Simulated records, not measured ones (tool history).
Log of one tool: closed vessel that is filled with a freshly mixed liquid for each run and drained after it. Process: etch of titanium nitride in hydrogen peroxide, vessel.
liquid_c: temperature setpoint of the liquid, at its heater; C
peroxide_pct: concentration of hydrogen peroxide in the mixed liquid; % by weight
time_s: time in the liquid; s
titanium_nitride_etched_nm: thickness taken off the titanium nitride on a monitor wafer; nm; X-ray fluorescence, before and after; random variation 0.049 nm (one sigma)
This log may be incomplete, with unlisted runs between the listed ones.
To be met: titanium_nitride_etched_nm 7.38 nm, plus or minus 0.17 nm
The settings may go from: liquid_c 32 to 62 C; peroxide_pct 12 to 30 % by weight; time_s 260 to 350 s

run 1 hour=0 | liquid_c=46 peroxide_pct=22.5 time_s=350 | titanium_nitride_etched_nm=17.983
run 2 hour=3.8 | liquid_c=53 peroxide_pct=22.5 time_s=350 | titanium_nitride_etched_nm=29.893
run 3 hour=11.2 | liquid_c=53 peroxide_pct=27 time_s=350 | titanium_nitride_etched_nm=31.144
run 4 hour=16.6 | liquid_c=53 peroxide_pct=22 time_s=350 | titanium_nitride_etched_nm=29.673
run 5 hour=18.5 | liquid_c=53 peroxide_pct=17 time_s=350 | titanium_nitride_etched_nm=28.229
run 6 hour=20.3 | liquid_c=49.5 peroxide_pct=17 time_s=350 | titanium_nitride_etched_nm=21.887
run 7 hour=24.2 | liquid_c=47 peroxide_pct=17 time_s=350 | titanium_nitride_etched_nm=18.386
run 8 hour=29.8 | liquid_c=44.5 peroxide_pct=17 time_s=350 | titanium_nitride_etched_nm=15.091
run 9 hour=34.5 | liquid_c=43 peroxide_pct=17 time_s=350 | titanium_nitride_etched_nm=13.592
run 10 hour=40.1 | liquid_c=41.5 peroxide_pct=17 time_s=350 | titanium_nitride_etched_nm=12.206
-- hour=44.6 peroxide flow meter replaced
run 11 hour=44.6 | liquid_c=40.5 peroxide_pct=17 time_s=350 | titanium_nitride_etched_nm=11.117
run 12 hour=45.8 | liquid_c=39.5 peroxide_pct=17 time_s=350 | titanium_nitride_etched_nm=10.171
run 13 hour=46.8 | liquid_c=34.5 peroxide_pct=17 time_s=350 | titanium_nitride_etched_nm=6.9423

Which one of the following 5 next-run settings gets every result inside its allowed miss? There is exactly one.
run A hour=47.8 | liquid_c=37.5 peroxide_pct=12.5 time_s=315 | titanium_nitride_etched_nm=?
run B hour=47.8 | liquid_c=37.5 peroxide_pct=16 time_s=265 | titanium_nitride_etched_nm=?
run C hour=47.8 | liquid_c=37.5 peroxide_pct=16.5 time_s=260 | titanium_nitride_etched_nm=?
run D hour=47.8 | liquid_c=36 peroxide_pct=17 time_s=350 | titanium_nitride_etched_nm=?
run E hour=47.8 | liquid_c=33.5 peroxide_pct=18 time_s=350 | titanium_nitride_etched_nm=?

move=A titanium_nitride_etched_nm=7.4353
move=B titanium_nitride_etched_nm=6.5878
move=C titanium_nitride_etched_nm=6.5057
move=D titanium_nitride_etched_nm=7.8337
move=E titanium_nitride_etched_nm=6.4991
A: hits every target within its allowed miss
B: misses by more than the last run did
C: misses by more than the last run did
D: takes the biggest miss from the last run beyond its target
E: misses by more than the last run did
Move A is the one to make.
